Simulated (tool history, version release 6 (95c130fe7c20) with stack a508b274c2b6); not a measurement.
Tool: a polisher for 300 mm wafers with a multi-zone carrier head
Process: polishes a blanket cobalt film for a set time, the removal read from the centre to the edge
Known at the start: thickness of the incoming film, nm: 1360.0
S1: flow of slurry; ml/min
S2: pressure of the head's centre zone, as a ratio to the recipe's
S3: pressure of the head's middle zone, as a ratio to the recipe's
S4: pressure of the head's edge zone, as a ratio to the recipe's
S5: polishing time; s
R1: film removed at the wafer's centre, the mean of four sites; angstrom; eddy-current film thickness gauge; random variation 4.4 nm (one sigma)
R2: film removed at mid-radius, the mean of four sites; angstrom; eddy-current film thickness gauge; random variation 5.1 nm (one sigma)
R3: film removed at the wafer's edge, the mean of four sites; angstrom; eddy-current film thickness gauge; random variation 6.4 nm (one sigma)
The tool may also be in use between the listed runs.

{"run": 1, "day": 0.0, "S1": 140, "S2": 1.0, "S3": 1.0, "S4": 1.0, "S5": 57, "R1": 3835.9, "R2": 3971.4, "R3": 3914.3}
{"run": 2, "day": 0.104, "S1": 140, "S2": 1.06, "S3": 1.0, "S4": 1.0, "S5": 57, "R1": 4121.4, "R2": 3849.9, "R3": 4034.6}
{"run": 3, "day": 0.246, "S1": 140, "S2": 1.06, "S3": 1.08, "S4": 1.0, "S5": 57, "R1": 4104.5, "R2": 4082.5, "R3": 3879.8}
{"run": 4, "day": 0.442, "S1": 175, "S2": 1.06, "S3": 1.08, "S4": 1.0, "S5": 57, "R1": 4202.5, "R2": 4253.7, "R3": 3987.1}
{"run": 5, "day": 0.729, "S1": 175, "S2": 1.02, "S3": 1.08, "S4": 1.0, "S5": 57, "R1": 4175.1, "R2": 4407.4, "R3": 4051.6}
{"run": 6, "day": 1.092, "S1": 185, "S2": 1.03, "S3": 1.07, "S4": 1.03, "S5": 58, "R1": 4271.5, "R2": 4447.0, "R3": 4044.6}

The next listed run, before its measurement:
{"run": 7, "day": 1.233, "S1": 175, "S2": 1.03, "S3": 1.04, "S4": 1.02, "S5": 61, "R1": "?", "R2": "?", "R3": "?"}

R1: 4369.4 angstrom
R2: 4514.0 angstrom
R3: 4357.1 angstrom
